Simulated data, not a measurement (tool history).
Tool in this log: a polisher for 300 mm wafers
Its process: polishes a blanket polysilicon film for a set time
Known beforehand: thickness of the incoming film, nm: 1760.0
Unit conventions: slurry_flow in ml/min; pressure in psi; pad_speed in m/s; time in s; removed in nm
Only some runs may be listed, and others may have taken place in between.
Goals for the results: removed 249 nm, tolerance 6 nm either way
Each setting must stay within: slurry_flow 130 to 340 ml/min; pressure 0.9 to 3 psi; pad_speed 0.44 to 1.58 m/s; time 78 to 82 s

| run | hour | slurry_flow | pressure | pad_speed | time | removed |
|---|---|---|---|---|---|---|
| 1 | 0 | 220 | 1.9 | 1 | 78 | 542.07 |
| 2 | 6.1 | 220 | 1.4 | 1 | 78 | 418.97 |
| 3 | 11.7 | 215 | 1.3 | 0.98 | 78 | 389.1 |
| 4 | 20.1 | 215 | 1.3 | 0.96 | 78 | 379.58 |
| 5 | 27.8 | 215 | 1.3 | 1.06 | 78 | 412.89 |
| 6 | 34 | 210 | 1.3 | 1.02 | 78 | 399.47 |
| 7 | 41.7 | 205 | 1.3 | 1 | 78 | 390.93 |
| 8 | 43.9 | 200 | 1.3 | 0.98 | 78 | 380.88 |
| 9 | 51.9 | 195 | 1.3 | 0.96 | 78 | 378.64 |

5 next moves are on the table. One of them brings every result within its allowed miss. Which?
| A | 59.9 | 195 | 1.1 | 0.76 | 78 | ? |
| B | 59.9 | 200 | 0.9 | 0.62 | 78 | ? |
| C | 59.9 | 205 | 1.1 | 0.72 | 78 | ? |
| D | 59.9 | 175 | 1 | 0.72 | 78 | ? |
| E | 59.9 | 165 | 0.9 | 0.86 | 81 | ? |

| move | removed |
|---|---|
| A | 263.11 |
| B | 188.49 |
| C | 251.43 |
| D | 229.8 |
| E | 260.76 |
A: moves toward the targets from the last run without getting all of them in spec
B: takes the biggest miss from the last run beyond its target
C: all results in spec
D: takes the biggest miss from the last run beyond its target
E: moves toward the targets from the last run without getting all of them in spec
The right move is C.
